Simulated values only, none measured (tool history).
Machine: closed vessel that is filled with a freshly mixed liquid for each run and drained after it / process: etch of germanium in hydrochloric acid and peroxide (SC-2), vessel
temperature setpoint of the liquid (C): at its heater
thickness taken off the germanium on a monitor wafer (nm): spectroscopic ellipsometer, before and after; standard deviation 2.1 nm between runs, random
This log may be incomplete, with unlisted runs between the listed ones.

run	hour	temperature setpoint of the liquid (C)	parts of water to one part each of 37 % hydrochloric acid and 30 % peroxide (parts by volume)	time in the liquid (s)	thickness taken off the germanium on a monitor wafer (nm)
1	0.0	63	11.5	100	311.19
2	6.7	62	11.5	100	310.03
3	15.2	61	11.5	100	295.89
4	20.9	65	11.5	100	333.86
# hour 23.2: new drum of peroxide connected
5	23.2	60	11.5	100	289.05
6	30.3	60	11.5	110	318.87
7	36.1	59	11.5	110	313.49
8	38.8	58	11.5	110	302.97

Run 9, settings as shown, results not yet in. Your forecast:
9	40.2	50	12.0	110	?

thickness taken off the germanium on a monitor wafer (nm): 234.52
